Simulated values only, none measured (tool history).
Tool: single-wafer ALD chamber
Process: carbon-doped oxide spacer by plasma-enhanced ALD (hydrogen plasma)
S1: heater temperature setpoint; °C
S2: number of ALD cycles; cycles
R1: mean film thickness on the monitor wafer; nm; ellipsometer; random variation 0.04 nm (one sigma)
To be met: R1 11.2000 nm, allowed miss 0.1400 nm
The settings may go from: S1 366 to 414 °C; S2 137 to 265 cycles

Run 1, hour 0.0: S1 390 °C, S2 201 cycles. Result: R1 10.0540 nm.
Run 2, hour 4.0: S1 390 °C, S2 180 cycles. Result: R1 8.9870 nm.
Run 3, hour 6.9: S1 383 °C, S2 180 cycles. Result: R1 9.0199 nm.
Run 4, hour 13.5: S1 378 °C, S2 180 cycles. Result: R1 8.9670 nm.
Run 5, hour 16.5: S1 378 °C, S2 154 cycles. Result: R1 7.7169 nm.
Run 6, hour 22.7: S1 385 °C, S2 154 cycles. Result: R1 7.6950 nm.
Run 7, hour 24.2: S1 385 °C, S2 167 cycles. Result: R1 8.3568 nm.
Run 8, hour 30.8: S1 385 °C, S2 178 cycles. Result: R1 8.9209 nm.
Run 9, hour 39.7: S1 385 °C, S2 178 cycles. Result: R1 8.8866 nm.
Run 10, hour 42.3: S1 385 °C, S2 186 cycles. Result: R1 9.2845 nm.
Run 11, hour 44.1: S1 385 °C, S2 218 cycles. Result: R1 10.8720 nm.
Run 12, hour 45.5: S1 385 °C, S2 219 cycles. Result: R1 11.0120 nm.
Run 13, hour 48.6: S1 385 °C, S2 220 cycles. Result: R1 10.9490 nm.
Run 14, hour 56.5: S1 385 °C, S2 221 cycles. Result: R1 11.0570 nm.

4 next moves are on the table. One of them brings every result within its allowed miss. Which?
Run A, hour 64.4: S1 388 °C, S2 231 cycles. Result: R1 ?.
Run B, hour 64.4: S1 372 °C, S2 224 cycles. Result: R1 ?.
Run C, hour 64.4: S1 380 °C, S2 231 cycles. Result: R1 ?.
Run D, hour 64.4: S1 391 °C, S2 232 cycles. Result: R1 ?.

move       R1
   A  11.5270
   B  11.1770
   C  11.5270
   D  11.5760
A: takes the result that was furthest off past its target
B: meets every target
C: takes the result that was furthest off past its target
D: takes the result that was furthest off past its target
Move B is the one to make.
